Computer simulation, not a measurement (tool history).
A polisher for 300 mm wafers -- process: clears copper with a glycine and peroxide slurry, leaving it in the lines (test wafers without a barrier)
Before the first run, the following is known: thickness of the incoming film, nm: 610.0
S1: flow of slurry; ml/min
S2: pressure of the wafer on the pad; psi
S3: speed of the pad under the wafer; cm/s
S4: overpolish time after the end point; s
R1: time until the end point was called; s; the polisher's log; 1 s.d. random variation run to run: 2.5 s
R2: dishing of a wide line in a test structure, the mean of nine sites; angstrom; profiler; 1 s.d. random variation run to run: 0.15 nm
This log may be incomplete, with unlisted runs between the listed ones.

run 1 hour=0 | S1=205 S2=1.8 S3=100 S4=10 | R1=182.73 R2=201.63
run 2 hour=2.4 | S1=250 S2=1.8 S3=100 S4=10 | R1=182.68 R2=197.71
run 3 hour=6.5 | S1=250 S2=1.8 S3=100 S4=13 | R1=181.57 R2=240.19
run 4 hour=10 | S1=260 S2=1.7 S3=108 S4=12 | R1=182.57 R2=236.89
run 5 hour=12 | S1=255 S2=1.8 S3=100 S4=11 | R1=185.33 R2=219.67
run 6 hour=18.4 | S1=240 S2=1.8 S3=102 S4=10 | R1=177.85 R2=209.01
run 7 hour=24.6 | S1=225 S2=1.9 S3=94 S4=9 | R1=186.85 R2=188.11
run 8 hour=32.7 | S1=170 S2=1.4 S3=122 S4=4 | R1=194.91 R2=92.568
run 9 hour=39.1 | S1=165 S2=1.4 S3=126 S4=4 | R1=189.37 R2=90.891
run 10 hour=44.9 | S1=165 S2=1.4 S3=130 S4=4 | R1=187.61 R2=96.01
run 11 hour=47.3 | S1=160 S2=1.4 S3=134 S4=4 | R1=188.76 R2=96.957
run 12 hour=50.4 | S1=155 S2=1.4 S3=138 S4=4 | R1=181.22 R2=95.943

What does the tool deliver on the next run?
run 13 hour=55.3 | S1=150 S2=1.4 S3=140 S4=4 | R1=? R2=?

{"run 13": {"R1": 179.94, "R2": 93.258}}
